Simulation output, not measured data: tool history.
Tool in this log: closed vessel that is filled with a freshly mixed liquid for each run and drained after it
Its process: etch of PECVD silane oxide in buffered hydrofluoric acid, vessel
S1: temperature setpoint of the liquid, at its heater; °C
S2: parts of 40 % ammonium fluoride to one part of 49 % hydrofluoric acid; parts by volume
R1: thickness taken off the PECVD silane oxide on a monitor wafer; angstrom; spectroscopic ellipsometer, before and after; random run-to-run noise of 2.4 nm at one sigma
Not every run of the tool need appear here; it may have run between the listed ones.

run 1 day=0 | S1=23 S2=21 time_in_the_liquid_(s)=95 | R1=1244
run 2 day=0.288 | S1=23 S2=15 time_in_the_liquid_(s)=95 | R1=1731.7
run 3 day=0.512 | S1=23 S2=18 time_in_the_liquid_(s)=95 | R1=1440.4
run 4 day=0.812 | S1=24 S2=17.5 time_in_the_liquid_(s)=95 | R1=1541.9
run 5 day=1.117 | S1=26.5 S2=17.5 time_in_the_liquid_(s)=95 | R1=1783.6
run 6 day=1.25 | S1=26.5 S2=17.5 time_in_the_liquid_(s)=105 | R1=1971.1
run 7 day=1.55 | S1=27 S2=17 time_in_the_liquid_(s)=105 | R1=2082.6
run 8 day=1.708 | S1=27.5 S2=16.5 time_in_the_liquid_(s)=105 | R1=2220.4
run 9 day=1.792 | S1=28 S2=16 time_in_the_liquid_(s)=105 | R1=2349.3

Estimate the outcome of run 10 from the log above:
run 10 day=2.1 | S1=28.5 S2=15.5 time_in_the_liquid_(s)=105 | R1=?

{"run 10": {"R1": 2483.7}}
